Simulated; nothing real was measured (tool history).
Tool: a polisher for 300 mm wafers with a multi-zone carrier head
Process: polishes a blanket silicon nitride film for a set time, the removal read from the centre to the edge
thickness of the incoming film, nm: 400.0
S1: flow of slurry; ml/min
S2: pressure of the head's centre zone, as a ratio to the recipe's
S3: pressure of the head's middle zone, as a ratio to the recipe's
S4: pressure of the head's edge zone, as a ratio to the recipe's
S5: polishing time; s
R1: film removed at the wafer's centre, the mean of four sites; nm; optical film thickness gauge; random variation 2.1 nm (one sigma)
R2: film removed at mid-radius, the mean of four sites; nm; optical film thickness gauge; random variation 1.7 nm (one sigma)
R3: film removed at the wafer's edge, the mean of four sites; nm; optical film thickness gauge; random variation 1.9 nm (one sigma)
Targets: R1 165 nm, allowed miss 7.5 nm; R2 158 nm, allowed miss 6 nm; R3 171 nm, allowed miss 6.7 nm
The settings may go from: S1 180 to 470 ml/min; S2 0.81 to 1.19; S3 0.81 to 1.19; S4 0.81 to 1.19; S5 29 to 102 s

run,day,S1,S2,S3,S4,S5,R1,R2,R3
1,0,300,1,1,1,65,120.88,120.27,119.1
2,0.258,300,1,1,1,71,132.67,131.71,127.46
3,0.583,300,1,1,1,79,149.81,145.74,140.64
4,0.804,300,1.06,1,1,79,156.84,148.66,140.73
5,0.917,300,1.06,0.95,1,79,157.05,141.75,142.78
6,1.267,300,1.05,0.95,1.02,80,155.92,143.95,147.04
7,1.596,300,1.05,0.95,1.03,81,155.72,146.56,146.05
8,1.946,300,1.04,0.94,1.04,82,157.2,144.52,152.4
9,2.183,300,1.04,0.94,1.05,83,163.49,147.15,150.02
10,2.504,300,1.02,0.94,1.04,84,160.58,147.96,154.18
11,2.7,300,1.01,0.94,1.05,85,162.75,150.55,153.42
12,3.062,300,1,0.94,1.06,86,156.38,155.05,163.1
13,3.275,305,1.02,0.93,1.08,87,163.64,150.8,162.12

4 next moves are on the table. One of them brings every result within its allowed miss. Which?
A,3.488,210,1.1,1.01,1.01,84,?,?,?
B,3.488,205,0.99,0.94,1.1,93,?,?,?
C,3.488,335,1.07,1.1,1.02,79,?,?,?
D,3.488,305,1.06,0.94,1.12,82,?,?,?

move,R1,R2,R3
A,169.79,152.14,148.48
B,168.62,159.68,171.08
C,161.49,157.8,143.88
D,164.71,145.05,155.69
A: further off than the last run
B: meets every target
C: further off than the last run
D: further off than the last run
The right move is B.

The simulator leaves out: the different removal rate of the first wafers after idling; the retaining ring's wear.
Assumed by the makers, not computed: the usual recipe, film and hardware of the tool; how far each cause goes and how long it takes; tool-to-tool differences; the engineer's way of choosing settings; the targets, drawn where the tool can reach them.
